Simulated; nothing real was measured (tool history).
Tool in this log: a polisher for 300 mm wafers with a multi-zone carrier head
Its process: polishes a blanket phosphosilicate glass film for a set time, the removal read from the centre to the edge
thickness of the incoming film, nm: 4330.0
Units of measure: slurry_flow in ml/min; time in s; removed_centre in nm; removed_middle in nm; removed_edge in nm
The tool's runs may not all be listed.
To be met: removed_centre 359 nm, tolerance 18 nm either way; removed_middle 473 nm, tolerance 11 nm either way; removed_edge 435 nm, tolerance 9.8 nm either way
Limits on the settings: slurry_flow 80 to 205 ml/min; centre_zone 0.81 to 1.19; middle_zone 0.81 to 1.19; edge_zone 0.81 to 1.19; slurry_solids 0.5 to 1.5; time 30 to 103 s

{"run": 1, "hour": 0.0, "slurry_flow": 135, "centre_zone": 1, "middle_zone": 1, "edge_zone": 1, "slurry_solids": 1, "time": 66, "removed_centre": 303.1, "removed_middle": 304.96, "removed_edge": 301.41}
{"run": 2, "hour": 2.6, "slurry_flow": 145, "centre_zone": 0.97, "middle_zone": 1.04, "edge_zone": 1.05, "slurry_solids": 1.15, "time": 66, "removed_centre": 321.96, "removed_middle": 342.16, "removed_edge": 330.57}
{"run": 3, "hour": 10.6, "slurry_flow": 135, "centre_zone": 0.97, "middle_zone": 1.04, "edge_zone": 1.05, "slurry_solids": 1.15, "time": 66, "removed_centre": 315.69, "removed_middle": 334.83, "removed_edge": 332.02}
{"run": 4, "hour": 15.6, "slurry_flow": 140, "centre_zone": 0.94, "middle_zone": 1.08, "edge_zone": 1.08, "slurry_solids": 1.25, "time": 67, "removed_centre": 324.37, "removed_middle": 367.32, "removed_edge": 355.63}
{"run": 5, "hour": 24.3, "slurry_flow": 140, "centre_zone": 0.94, "middle_zone": 1.08, "edge_zone": 1.08, "slurry_solids": 1.25, "time": 60, "removed_centre": 283.07, "removed_middle": 331.27, "removed_edge": 316.84}
{"run": 6, "hour": 31.3, "slurry_flow": 140, "centre_zone": 1.03, "middle_zone": 1.08, "edge_zone": 1.08, "slurry_solids": 1.25, "time": 60, "removed_centre": 316.32, "removed_middle": 331.98, "removed_edge": 312.72}
{"run": 7, "hour": 39.6, "slurry_flow": 175, "centre_zone": 0.93, "middle_zone": 1.18, "edge_zone": 1.18, "slurry_solids": 1.5, "time": 67, "removed_centre": 347.03, "removed_middle": 438.24, "removed_edge": 402.17}
{"run": 8, "hour": 48.2, "slurry_flow": 180, "centre_zone": 0.92, "middle_zone": 1.18, "edge_zone": 1.18, "slurry_solids": 1.5, "time": 68, "removed_centre": 356.92, "removed_middle": 447.3, "removed_edge": 411.55}
{"run": 9, "hour": 56.8, "slurry_flow": 185, "centre_zone": 0.91, "middle_zone": 1.18, "edge_zone": 1.18, "slurry_solids": 1.5, "time": 69, "removed_centre": 359.67, "removed_middle": 458.18, "removed_edge": 416.06}
{"run": 10, "hour": 64.5, "slurry_flow": 185, "centre_zone": 0.9, "middle_zone": 1.18, "edge_zone": 1.18, "slurry_solids": 1.5, "time": 70, "removed_centre": 352.46, "removed_middle": 464.69, "removed_edge": 423.68}

5 candidate next runs follow, results not yet known. Just one meets every target within its allowed miss. Identify it.
{"run": "A", "hour": 72.2, "slurry_flow": 175, "centre_zone": 0.96, "middle_zone": 1.03, "edge_zone": 1.19, "slurry_solids": 1.3, "time": 81, "removed_centre": "?", "removed_middle": "?", "removed_edge": "?"}
{"run": "B", "hour": 72.2, "slurry_flow": 150, "centre_zone": 0.88, "middle_zone": 1.17, "edge_zone": 1.17, "slurry_solids": 1.5, "time": 74, "removed_centre": "?", "removed_middle": "?", "removed_edge": "?"}
{"run": "C", "hour": 72.2, "slurry_flow": 180, "centre_zone": 0.85, "middle_zone": 1.16, "edge_zone": 1.15, "slurry_solids": 1.5, "time": 69, "removed_centre": "?", "removed_middle": "?", "removed_edge": "?"}
{"run": "D", "hour": 72.2, "slurry_flow": 195, "centre_zone": 1.01, "middle_zone": 1.1, "edge_zone": 1.19, "slurry_solids": 1.5, "time": 71, "removed_centre": "?", "removed_middle": "?", "removed_edge": "?"}
{"run": "E", "hour": 72.2, "slurry_flow": 170, "centre_zone": 0.89, "middle_zone": 1.1, "edge_zone": 1.19, "slurry_solids": 1.5, "time": 72, "removed_centre": "?", "removed_middle": "?", "removed_edge": "?"}

move=A removed_centre=411.72 removed_middle=451.29 removed_edge=465.72
move=B removed_centre=354.86 removed_middle=474.77 removed_edge=437.21
move=C removed_centre=329.44 removed_middle=451.6 removed_edge=412.11
move=D removed_centre=408.21 removed_middle=448.44 removed_edge=435.51
move=E removed_centre=356.63 removed_middle=446.41 removed_edge=435.51
A: carries the result that was furthest off beyond its target, to the other side
B: each result inside its tolerance
C: misses by more than the last run did
D: meets the target for the result that was furthest off, but another lies outside its allowed miss
E: meets the target for the result that was furthest off, but another lies outside its allowed miss
Answer: B

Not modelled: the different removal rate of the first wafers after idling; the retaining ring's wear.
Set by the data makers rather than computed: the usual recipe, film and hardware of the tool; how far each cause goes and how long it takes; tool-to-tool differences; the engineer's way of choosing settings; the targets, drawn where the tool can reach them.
